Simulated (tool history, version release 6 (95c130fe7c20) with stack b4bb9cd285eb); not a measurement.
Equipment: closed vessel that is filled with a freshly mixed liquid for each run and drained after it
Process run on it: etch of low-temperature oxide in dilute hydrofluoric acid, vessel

| run | hour | temperature setpoint of the liquid (K) | parts of water to one part of 49 % hydrofluoric acid (parts by volume) | time in the liquid (s) | thickness taken off the low-temperature oxide on a monitor wafer (angstrom) |
|---|---|---|---|---|---|
| 1 | 0 | 296.15 | 215 | 80 | 79.568 |
| 2 | 6.1 | 296.15 | 215 | 80 | 78.243 |
| 3 | 14.4 | 298.15 | 205 | 80 | 90.343 |
| 4 | 19.3 | 298.15 | 245 | 80 | 71.766 |
| 5 | 21.9 | 299.65 | 230 | 80 | 82.367 |
| 6 | 27.8 | 299.65 | 305 | 80 | 57.575 |

What will run 7 give?
| 7 | 28.9 | 303.65 | 215 | 80 | ? |

Run 7 measured thickness taken off the low-temperature oxide on a monitor wafer (angstrom) 103.04.

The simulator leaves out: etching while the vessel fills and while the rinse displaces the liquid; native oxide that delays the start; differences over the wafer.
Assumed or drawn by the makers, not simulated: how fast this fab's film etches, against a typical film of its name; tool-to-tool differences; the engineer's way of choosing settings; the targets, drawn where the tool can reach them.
